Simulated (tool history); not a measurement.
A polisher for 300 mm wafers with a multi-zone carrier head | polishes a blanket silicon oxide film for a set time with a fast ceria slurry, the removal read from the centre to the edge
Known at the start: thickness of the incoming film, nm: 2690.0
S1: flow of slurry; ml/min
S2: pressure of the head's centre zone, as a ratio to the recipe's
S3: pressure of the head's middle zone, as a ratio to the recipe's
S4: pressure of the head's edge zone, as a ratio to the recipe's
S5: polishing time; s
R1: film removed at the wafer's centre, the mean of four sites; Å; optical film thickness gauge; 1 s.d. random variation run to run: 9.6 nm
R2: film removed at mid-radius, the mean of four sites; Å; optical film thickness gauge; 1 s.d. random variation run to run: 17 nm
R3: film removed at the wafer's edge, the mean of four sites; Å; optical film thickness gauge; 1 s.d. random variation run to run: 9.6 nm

run  hour   S1    S2    S3    S4  S5     R1       R2     R3
  1   0.0  125  1.00  1.00  1.00  50  10474  10093.0  10183
  2   0.6  125  1.00  0.92  1.00  50  10532   9718.5  10303
  3   2.4  135  1.00  0.92  1.00  50  10781   9780.4  10410
  4   4.0  140  1.01  0.94  1.00  50  10984  10105.0  10444
  5   8.4  145  1.02  0.95  1.01  50  11099  10397.0  10617
  6  13.6  150  1.03  0.96  1.01  50  11211  10197.0  10491
  7  17.8  155  1.04  0.98  1.01  51  11911  10718.0  10920
  8  19.7  160  1.04  1.00  1.01  51  11920  10963.0  10934
  9  20.3  165  1.04  1.01  1.01  51  12031  11245.0  11069
 10  21.1  170  1.04  1.02  1.01  51  12159  11081.0  11012

Expected results for the next run?
 11  24.3  170  1.04  1.04  1.01  51   ?   ?   ?

{"run 11": {"R1": 12066, "R2": 11332.0, "R3": 10993}}

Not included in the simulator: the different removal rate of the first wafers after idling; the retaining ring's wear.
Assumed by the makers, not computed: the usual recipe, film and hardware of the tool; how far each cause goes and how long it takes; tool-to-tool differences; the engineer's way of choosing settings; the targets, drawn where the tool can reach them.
